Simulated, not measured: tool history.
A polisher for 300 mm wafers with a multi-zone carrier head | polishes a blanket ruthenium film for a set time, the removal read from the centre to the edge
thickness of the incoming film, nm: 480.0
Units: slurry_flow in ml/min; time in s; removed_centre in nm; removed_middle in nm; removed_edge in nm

run,day,slurry_flow,centre_zone,middle_zone,edge_zone,time,removed_centre,removed_middle,removed_edge
1,0.000,205,1.00,1.00,1.00,38,25.162,25.111,24.369
2,0.121,205,1.00,1.00,0.98,36,23.283,23.118,22.809
3,0.392,205,1.00,1.00,1.04,36,23.091,23.178,23.204
4,0.521,205,1.00,1.00,1.08,36,23.544,22.908,23.797
5,0.742,205,1.01,1.00,1.05,34,21.997,21.942,22.384
6,0.925,205,1.03,1.00,1.02,33,21.959,20.970,20.826
7,1.146,200,1.03,1.00,1.00,32,21.096,20.854,20.271
8,1.438,195,1.03,1.00,0.98,31,20.741,19.685,19.182
9,1.638,165,0.93,1.05,0.88,29,17.039,19.209,17.526
10,1.771,165,0.94,1.04,0.87,29,17.234,19.100,17.663
11,1.875,165,0.95,1.04,0.86,29,17.334,18.552,17.287

Forecast run 12:
12,2.088,165,0.96,1.04,0.85,29,?,?,?

removed_centre: 17.598 nm
removed_middle: 18.679 nm
removed_edge: 17.054 nm
